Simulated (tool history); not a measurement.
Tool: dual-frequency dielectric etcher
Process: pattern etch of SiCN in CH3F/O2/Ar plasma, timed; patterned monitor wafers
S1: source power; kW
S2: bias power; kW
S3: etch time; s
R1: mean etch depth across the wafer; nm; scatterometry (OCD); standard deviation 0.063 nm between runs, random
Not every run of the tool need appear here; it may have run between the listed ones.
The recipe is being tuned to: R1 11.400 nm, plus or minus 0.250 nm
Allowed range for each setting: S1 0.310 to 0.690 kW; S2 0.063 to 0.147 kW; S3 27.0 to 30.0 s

run 1 hour=0.0 | S1=0.500 S2=0.105 S3=30.0 | R1=13.734
run 2 hour=7.3 | S1=0.500 S2=0.105 S3=27.0 | R1=12.437
run 3 hour=13.2 | S1=0.500 S2=0.112 S3=27.0 | R1=12.602
run 4 hour=20.9 | S1=0.530 S2=0.112 S3=27.0 | R1=12.858
run 5 hour=26.3 | S1=0.480 S2=0.106 S3=27.0 | R1=12.224
run 6 hour=31.0 | S1=0.560 S2=0.106 S3=27.0 | R1=12.827
run 7 hour=32.4 | S1=0.520 S2=0.100 S3=27.0 | R1=12.361
run 8 hour=34.1 | S1=0.490 S2=0.097 S3=27.0 | R1=11.883

Of the 4 settings listed for the next run, only one would bring every result within its allowed miss of target. Which one?
run A hour=35.8 | S1=0.460 S2=0.103 S3=27.5 | R1=?
run B hour=35.8 | S1=0.480 S2=0.095 S3=28.5 | R1=?
run C hour=35.8 | S1=0.420 S2=0.086 S3=28.5 | R1=?
run D hour=35.8 | S1=0.540 S2=0.087 S3=28.5 | R1=?

move=A R1=12.173
move=B R1=12.441
move=C R1=11.459
move=D R1=12.580
A: further off than the last run
B: further off than the last run
C: hits every target within its allowed miss
D: further off than the last run
C is the move that brings every result within its allowed miss.
